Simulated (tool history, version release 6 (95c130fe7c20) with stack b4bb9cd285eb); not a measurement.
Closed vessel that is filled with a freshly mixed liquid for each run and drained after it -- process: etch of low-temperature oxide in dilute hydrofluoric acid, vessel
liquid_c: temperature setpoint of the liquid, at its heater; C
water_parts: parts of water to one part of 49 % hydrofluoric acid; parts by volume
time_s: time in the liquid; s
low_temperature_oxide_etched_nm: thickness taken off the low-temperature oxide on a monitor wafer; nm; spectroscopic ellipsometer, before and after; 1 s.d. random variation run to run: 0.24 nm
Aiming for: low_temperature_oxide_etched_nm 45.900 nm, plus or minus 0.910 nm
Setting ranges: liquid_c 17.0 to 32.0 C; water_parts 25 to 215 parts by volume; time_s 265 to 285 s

| run | hour | liquid_c | water_parts | time_s | low_temperature_oxide_etched_nm |
|---|---|---|---|---|---|
| 1 | 0.0 | 24.0 | 120 | 265 | 36.652 |
| 2 | 2.7 | 22.5 | 120 | 265 | 34.501 |
| 3 | 7.5 | 23.5 | 120 | 265 | 35.820 |
| 4 | 15.5 | 24.0 | 120 | 265 | 36.604 |
| 5 | 21.5 | 24.5 | 120 | 265 | 37.577 |
| 6 | 23.1 | 25.0 | 120 | 265 | 37.947 |
| 7 | 28.5 | 25.5 | 120 | 265 | 38.700 |
| 8 | 36.1 | 25.5 | 120 | 265 | 39.416 |
| 9 | 40.9 | 26.0 | 120 | 265 | 39.790 |
| 10 | 43.7 | 26.5 | 120 | 265 | 40.443 |
| 11 | 49.7 | 27.0 | 120 | 265 | 40.679 |
| 12 | 51.1 | 27.5 | 120 | 265 | 41.989 |
| 13 | 54.8 | 28.0 | 120 | 265 | 42.737 |
| 14 | 64.0 | 29.0 | 120 | 265 | 44.364 |

Consider the 4 candidate settings below. Which is the only one whose results all fall within their allowed miss of target?
| A | 73.2 | 25.5 | 105 | 285 | ? |
| B | 73.2 | 30.5 | 120 | 270 | ? |
| C | 73.2 | 29.5 | 120 | 280 | ? |
| D | 73.2 | 26.5 | 115 | 285 | ? |

| move | low_temperature_oxide_etched_nm |
|---|---|
| A | 48.394 |
| B | 47.510 |
| C | 47.487 |
| D | 45.347 |
A: carries the result that was furthest off beyond its target, to the other side
B: carries the result that was furthest off beyond its target, to the other side
C: carries the result that was furthest off beyond its target, to the other side
D: each result inside its tolerance
The move that meets every target is D.

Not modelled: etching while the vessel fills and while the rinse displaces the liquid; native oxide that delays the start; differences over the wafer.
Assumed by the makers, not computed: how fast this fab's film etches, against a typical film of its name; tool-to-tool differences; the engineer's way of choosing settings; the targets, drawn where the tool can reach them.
